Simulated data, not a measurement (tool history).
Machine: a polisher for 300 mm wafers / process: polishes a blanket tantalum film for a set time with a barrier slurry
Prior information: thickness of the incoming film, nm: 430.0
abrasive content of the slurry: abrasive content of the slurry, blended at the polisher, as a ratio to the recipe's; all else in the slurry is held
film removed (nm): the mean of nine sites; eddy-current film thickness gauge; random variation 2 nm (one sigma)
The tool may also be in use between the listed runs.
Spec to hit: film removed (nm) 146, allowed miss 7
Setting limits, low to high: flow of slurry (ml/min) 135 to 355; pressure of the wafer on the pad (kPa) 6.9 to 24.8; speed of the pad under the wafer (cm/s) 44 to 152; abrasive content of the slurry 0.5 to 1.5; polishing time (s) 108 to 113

run	hour	flow of slurry (ml/min)	pressure of the wafer on the pad (kPa)	speed of the pad under the wafer (cm/s)	abrasive content of the slurry	polishing time (s)	film removed (nm)
1	0	225	15.9	98	1	108	181.29
2	2	225	15.2	98	1	108	171.9
3	4.1	225	15.2	98	0.9	108	169.81
4	6.5	225	15.2	98	0.9	113	182.83
5	12.9	225	15.2	98	0.7	113	163.31
6	16	190	15.2	98	0.7	113	156.55
# hour 24.4: slurry blender recalibrated
7	24.4	185	15.2	98	0.7	113	177.16
8	25.8	200	15.2	98	0.7	113	177.53
9	33.4	200	14.5	98	0.7	113	168.4
10	41.3	200	13.8	98	0.7	113	155.16
11	46.7	200	13.8	98	0.7	113	161.64

Which one of the following 4 next-run settings gets every result inside its allowed miss? There is exactly one.
A	52.1	205	13.1	96	0.65	111	?
B	52.1	160	11	128	0.6	113	?
C	52.1	165	15.9	96	0.75	113	?
D	52.1	235	13.8	100	0.75	108	?

move	film removed (nm)
A	145.03
B	160.16
C	178.88
D	163.54
A: every result within its allowed miss
B: moves toward the targets from the last run without getting all of them in spec
C: the biggest miss grows against the last run
D: the biggest miss grows against the last run
The move that meets every target is A.

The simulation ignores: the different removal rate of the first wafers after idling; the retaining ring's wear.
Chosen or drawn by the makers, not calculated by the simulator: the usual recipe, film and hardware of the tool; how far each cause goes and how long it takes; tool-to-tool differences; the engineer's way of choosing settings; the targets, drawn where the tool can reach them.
